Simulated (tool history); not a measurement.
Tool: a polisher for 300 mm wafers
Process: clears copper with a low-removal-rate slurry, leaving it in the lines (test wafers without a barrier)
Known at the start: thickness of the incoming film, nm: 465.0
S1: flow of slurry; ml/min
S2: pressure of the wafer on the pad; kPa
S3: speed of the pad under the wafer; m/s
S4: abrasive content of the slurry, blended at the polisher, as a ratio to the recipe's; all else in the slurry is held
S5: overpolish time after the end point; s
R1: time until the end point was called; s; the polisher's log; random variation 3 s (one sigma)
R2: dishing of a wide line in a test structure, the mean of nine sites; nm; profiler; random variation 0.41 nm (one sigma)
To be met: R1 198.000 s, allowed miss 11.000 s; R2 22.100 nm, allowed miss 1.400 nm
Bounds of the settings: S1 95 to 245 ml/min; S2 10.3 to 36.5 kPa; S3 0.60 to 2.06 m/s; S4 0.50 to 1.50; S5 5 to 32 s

run	hour	S1	S2	S3	S4	S5	R1	R2
1	0.0	155	23.4	1.32	1.00	16	89.916	54.684
2	0.7	155	23.4	1.32	0.85	16	88.853	55.391
3	7.7	155	28.3	1.32	0.85	16	76.784	63.224
4	12.2	190	28.3	1.32	0.85	16	75.252	65.393
5	17.7	190	28.3	1.32	0.85	19	72.979	75.472
6	23.0	190	26.9	1.24	0.85	18	79.581	67.373
7	26.0	190	24.8	1.16	0.85	17	93.989	57.990
8	28.2	190	23.4	1.12	0.85	16	100.800	50.201
9	34.9	190	22.1	1.08	0.85	15	108.290	43.106
10	41.1	190	20.7	1.04	0.85	15	117.320	40.510
11	41.7	190	19.3	1.02	0.85	15	129.560	37.552
12	48.6	185	12.4	0.98	0.85	11	197.590	18.560

5 next moves are on the table. One of them brings every result within its allowed miss. Which?
A	55.5	180	12.4	0.98	0.95	17	?	?
B	55.5	175	13.8	0.86	1.10	14	?	?
C	55.5	145	11.7	1.16	0.75	9	?	?
D	55.5	195	13.8	0.90	0.90	11	?	?
E	55.5	235	11.0	1.12	0.80	13	?	?

move	R1	R2
A	200.120	28.515
B	193.020	24.834
C	203.840	15.572
D	191.940	19.982
E	203.030	21.957
A: takes the result that was furthest off past its target
B: takes the result that was furthest off past its target
C: further off than the last run
D: nearer than the last run, and not there yet
E: meets every target
The right move is E.

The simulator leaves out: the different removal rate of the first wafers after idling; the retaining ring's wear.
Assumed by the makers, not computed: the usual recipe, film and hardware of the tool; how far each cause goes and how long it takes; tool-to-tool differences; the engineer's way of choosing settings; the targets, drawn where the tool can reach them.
